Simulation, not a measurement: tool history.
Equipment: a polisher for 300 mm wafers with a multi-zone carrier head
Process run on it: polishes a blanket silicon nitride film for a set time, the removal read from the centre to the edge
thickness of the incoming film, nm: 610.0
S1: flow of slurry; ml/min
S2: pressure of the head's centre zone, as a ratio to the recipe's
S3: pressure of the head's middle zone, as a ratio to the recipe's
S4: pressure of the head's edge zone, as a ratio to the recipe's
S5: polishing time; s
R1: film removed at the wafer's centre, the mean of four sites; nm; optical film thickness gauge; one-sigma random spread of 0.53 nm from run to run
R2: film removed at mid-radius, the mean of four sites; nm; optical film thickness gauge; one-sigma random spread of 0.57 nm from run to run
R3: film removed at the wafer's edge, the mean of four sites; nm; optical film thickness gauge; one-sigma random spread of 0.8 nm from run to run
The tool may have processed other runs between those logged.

{"run": 1, "hour": 0.0, "S1": 255, "S2": 1, "S3": 1, "S4": 1, "S5": 59, "R1": 129.24, "R2": 128.38, "R3": 129.13}
{"run": 2, "hour": 8.7, "S1": 255, "S2": 1, "S3": 1, "S4": 1, "S5": 52, "R1": 115.19, "R2": 112.71, "R3": 113.27}
{"run": 3, "hour": 16.4, "S1": 225, "S2": 1.01, "S3": 0.94, "S4": 1, "S5": 45, "R1": 98.521, "R2": 91.984, "R3": 97.066}
{"run": 4, "hour": 22.4, "S1": 215, "S2": 1.04, "S3": 0.9, "S4": 1.02, "S5": 40, "R1": 88.706, "R2": 77.677, "R3": 87.233}
{"run": 5, "hour": 27.5, "S1": 210, "S2": 1.06, "S3": 0.87, "S4": 1.01, "S5": 37, "R1": 84.526, "R2": 69.933, "R3": 81.186}
{"run": 6, "hour": 35.7, "S1": 205, "S2": 1.07, "S3": 0.85, "S4": 1, "S5": 35, "R1": 79.885, "R2": 64.696, "R3": 75.39}
{"run": 7, "hour": 39.1, "S1": 195, "S2": 1.08, "S3": 0.84, "S4": 1, "S5": 34, "R1": 78.038, "R2": 60.971, "R3": 72.222}
{"run": 8, "hour": 41.6, "S1": 185, "S2": 1.08, "S3": 0.83, "S4": 1, "S5": 34, "R1": 76.108, "R2": 60.162, "R3": 71.294}

The next listed run, before its measurement:
{"run": 9, "hour": 47.7, "S1": 180, "S2": 1.09, "S3": 0.82, "S4": 1.01, "S5": 34, "R1": "?", "R2": "?", "R3": "?"}

R1: 77.298 nm
R2: 60.899 nm
R3: 72.637 nm

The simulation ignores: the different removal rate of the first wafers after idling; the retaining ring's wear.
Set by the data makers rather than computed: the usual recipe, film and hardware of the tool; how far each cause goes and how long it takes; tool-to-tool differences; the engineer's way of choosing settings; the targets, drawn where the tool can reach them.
